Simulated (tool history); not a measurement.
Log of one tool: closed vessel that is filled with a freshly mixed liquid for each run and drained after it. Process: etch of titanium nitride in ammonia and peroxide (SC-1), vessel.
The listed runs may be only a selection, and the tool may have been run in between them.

| run | hour | temperature setpoint of the liquid (K) | parts of water to one part of 30 % peroxide (parts by volume) | parts of 29 % ammonia solution to one part of 30 % peroxide (parts by volume) | time in the liquid (s) | thickness taken off the titanium nitride on a monitor wafer (angstrom) |
|---|---|---|---|---|---|---|
| 1 | 0.0 | 320.15 | 24.0 | 0.45 | 1725 | 681.24 |
| 2 | 3.2 | 320.15 | 24.0 | 0.55 | 1725 | 715.20 |
| 3 | 11.8 | 323.15 | 24.0 | 0.55 | 1725 | 886.21 |
| 4 | 19.6 | 323.15 | 24.0 | 0.60 | 1725 | 884.88 |
| 5 | 26.8 | 320.15 | 24.0 | 0.60 | 1725 | 721.54 |
| 6 | 28.2 | 320.15 | 19.5 | 0.60 | 1725 | 810.15 |

Run 7 is up next; what results do you expect?
| 7 | 31.5 | 328.15 | 19.0 | 0.60 | 1725 | ? |

{"run 7": {"thickness taken off the titanium nitride on a monitor wafer (angstrom)": 1440.3}}

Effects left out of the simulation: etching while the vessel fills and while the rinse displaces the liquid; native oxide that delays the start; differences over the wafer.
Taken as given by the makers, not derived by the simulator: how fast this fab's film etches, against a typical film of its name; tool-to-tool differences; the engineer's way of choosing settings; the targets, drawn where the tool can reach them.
